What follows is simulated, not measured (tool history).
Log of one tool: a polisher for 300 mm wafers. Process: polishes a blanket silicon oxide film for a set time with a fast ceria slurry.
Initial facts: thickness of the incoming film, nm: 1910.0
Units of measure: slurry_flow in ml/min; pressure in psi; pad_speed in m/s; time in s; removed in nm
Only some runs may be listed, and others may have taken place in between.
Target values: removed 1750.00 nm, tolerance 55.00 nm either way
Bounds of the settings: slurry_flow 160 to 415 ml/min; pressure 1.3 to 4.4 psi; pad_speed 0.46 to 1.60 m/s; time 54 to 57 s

run	day	slurry_flow	pressure	pad_speed	time	removed
1	0.000	265	2.8	1.02	54	1049.90
2	0.154	265	2.4	1.02	54	906.11
3	0.512	265	2.1	1.02	54	803.17
4	0.721	265	2.4	1.02	54	900.26
5	0.783	265	3.0	1.02	54	1109.80
6	1.088	265	3.6	1.02	54	1338.80
7	1.225	265	3.9	1.02	54	1430.50
8	1.429	265	4.1	1.04	54	1517.10
9	1.700	265	4.2	1.06	54	1586.50
10	1.746	265	4.3	1.08	54	1633.70
11	2.112	265	4.3	1.10	54	1678.60

Next run, 5 choices. One meets every target within its allowed miss, the rest don't. Which?
A	2.479	310	4.4	0.96	57	?
B	2.479	290	4.4	0.98	55	?
C	2.479	235	4.3	1.10	54	?
D	2.479	260	4.4	1.10	55	?
E	2.479	195	3.6	1.20	55	?

move	removed
A	1611.90
B	1576.50
C	1653.70
D	1743.00
E	1506.70
A: moves away from the targets compared with the last run
B: moves away from the targets compared with the last run
C: moves away from the targets compared with the last run
D: in spec on every target
E: moves away from the targets compared with the last run
So the answer is move D, the one that meets all the targets.
